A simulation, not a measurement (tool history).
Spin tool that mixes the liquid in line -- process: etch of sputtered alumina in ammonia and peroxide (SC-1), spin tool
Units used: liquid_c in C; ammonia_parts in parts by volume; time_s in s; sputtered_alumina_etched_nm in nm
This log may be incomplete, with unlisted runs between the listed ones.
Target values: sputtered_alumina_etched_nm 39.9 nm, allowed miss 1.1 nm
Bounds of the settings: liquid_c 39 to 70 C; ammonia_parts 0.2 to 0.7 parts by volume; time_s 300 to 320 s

run 1 day=0 | liquid_c=55 ammonia_parts=0.4 time_s=300 | sputtered_alumina_etched_nm=24.557
run 2 day=0.117 | liquid_c=58 ammonia_parts=0.4 time_s=300 | sputtered_alumina_etched_nm=29.003
run 3 day=0.238 | liquid_c=54 ammonia_parts=0.4 time_s=300 | sputtered_alumina_etched_nm=23.39
run 4 day=0.571 | liquid_c=54 ammonia_parts=0.45 time_s=300 | sputtered_alumina_etched_nm=23.757
run 5 day=0.658 | liquid_c=57.5 ammonia_parts=0.45 time_s=300 | sputtered_alumina_etched_nm=28.606
run 6 day=0.817 | liquid_c=59.5 ammonia_parts=0.45 time_s=300 | sputtered_alumina_etched_nm=31.843
run 7 day=0.842 | liquid_c=61 ammonia_parts=0.45 time_s=300 | sputtered_alumina_etched_nm=34.374
run 8 day=1.058 | liquid_c=62 ammonia_parts=0.45 time_s=300 | sputtered_alumina_etched_nm=36.21
run 9 day=1.2 | liquid_c=62.5 ammonia_parts=0.45 time_s=300 | sputtered_alumina_etched_nm=36.89
run 10 day=1.254 | liquid_c=63 ammonia_parts=0.45 time_s=300 | sputtered_alumina_etched_nm=38.517

Pick the move, out of 5, that brings all results within their allowed miss; only one does.
run A day=1.308 | liquid_c=62.5 ammonia_parts=0.45 time_s=320 | sputtered_alumina_etched_nm=?
run B day=1.308 | liquid_c=61.5 ammonia_parts=0.55 time_s=320 | sputtered_alumina_etched_nm=?
run C day=1.308 | liquid_c=62 ammonia_parts=0.45 time_s=315 | sputtered_alumina_etched_nm=?
run D day=1.308 | liquid_c=62.5 ammonia_parts=0.25 time_s=320 | sputtered_alumina_etched_nm=?
run E day=1.308 | liquid_c=62.5 ammonia_parts=0.5 time_s=300 | sputtered_alumina_etched_nm=?

move=A sputtered_alumina_etched_nm=39.871
move=B sputtered_alumina_etched_nm=38.627
move=C sputtered_alumina_etched_nm=38.268
move=D sputtered_alumina_etched_nm=37.717
move=E sputtered_alumina_etched_nm=37.752
A: every result lands within tolerance
B: nearer than the last run, and not there yet
C: the biggest miss grows against the last run
D: the biggest miss grows against the last run
E: the biggest miss grows against the last run
So the answer is move A, the one that meets all the targets.

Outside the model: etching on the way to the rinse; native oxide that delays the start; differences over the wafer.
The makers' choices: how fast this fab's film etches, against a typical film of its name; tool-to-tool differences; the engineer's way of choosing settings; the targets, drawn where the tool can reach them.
